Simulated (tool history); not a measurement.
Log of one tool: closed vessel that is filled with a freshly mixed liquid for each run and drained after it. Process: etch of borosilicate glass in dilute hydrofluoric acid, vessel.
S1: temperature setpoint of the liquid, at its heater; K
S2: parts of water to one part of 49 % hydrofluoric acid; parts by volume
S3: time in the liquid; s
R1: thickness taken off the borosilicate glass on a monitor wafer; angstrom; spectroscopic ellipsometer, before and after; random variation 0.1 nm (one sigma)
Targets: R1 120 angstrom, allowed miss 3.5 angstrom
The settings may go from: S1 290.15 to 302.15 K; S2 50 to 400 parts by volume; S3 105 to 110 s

| run | hour | S1 | S2 | S3 | R1 |
|---|---|---|---|---|---|
| 1 | 0 | 294.15 | 225 | 105 | 144.46 |
| 2 | 2 | 293.65 | 225 | 105 | 140.17 |
| 3 | 8.9 | 295.65 | 225 | 105 | 153.65 |
| 4 | 14 | 294.65 | 225 | 105 | 147.79 |
| 5 | 23.1 | 293.65 | 225 | 105 | 143 |
| 6 | 30.6 | 293.65 | 225 | 110 | 148.12 |
| 7 | 34.9 | 293.15 | 225 | 110 | 145.54 |
| 8 | 35.9 | 292.65 | 225 | 110 | 142.19 |
| 9 | 43.9 | 292.15 | 225 | 110 | 139.19 |
| 10 | 47 | 291.65 | 225 | 110 | 139.26 |
| 11 | 50.1 | 290.15 | 250 | 110 | 114.56 |
| 12 | 54.8 | 290.65 | 250 | 110 | 115.5 |

4 next moves are on the table. One of them brings every result within its allowed miss. Which?
| A | 59.5 | 293.65 | 265 | 110 | ? |
| B | 59.5 | 290.15 | 255 | 110 | ? |
| C | 59.5 | 290.15 | 245 | 105 | ? |
| D | 59.5 | 290.65 | 255 | 105 | ? |

| move | R1 |
|---|---|
| A | 120.58 |
| B | 110.75 |
| C | 110.99 |
| D | 107.78 |
A: meets every target
B: further off than the last run
C: further off than the last run
D: further off than the last run
The right move is A.
